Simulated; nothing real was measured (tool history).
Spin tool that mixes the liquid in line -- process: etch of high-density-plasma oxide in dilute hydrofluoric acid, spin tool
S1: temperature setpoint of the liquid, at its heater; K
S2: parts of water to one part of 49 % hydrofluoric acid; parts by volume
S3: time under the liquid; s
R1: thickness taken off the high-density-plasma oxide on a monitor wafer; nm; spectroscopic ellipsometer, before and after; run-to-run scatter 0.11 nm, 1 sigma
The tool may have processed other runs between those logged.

run  hour      S1  S2  S3      R1
  1   0.0  299.15  45  65  14.497
  2   0.6  300.65  45  65  15.180
  3   9.1  301.65  45  65  15.928
  4  15.0  301.65  45  70  17.127
     16.4  -- thermometer replaced
  5  16.4  298.65  45  70  14.293
  6  22.7  300.15  45  70  15.225

Expected results for the next run?
  7  26.8  301.15  45  70   ?

For run 7 the tool returned R1 15.670 nm.
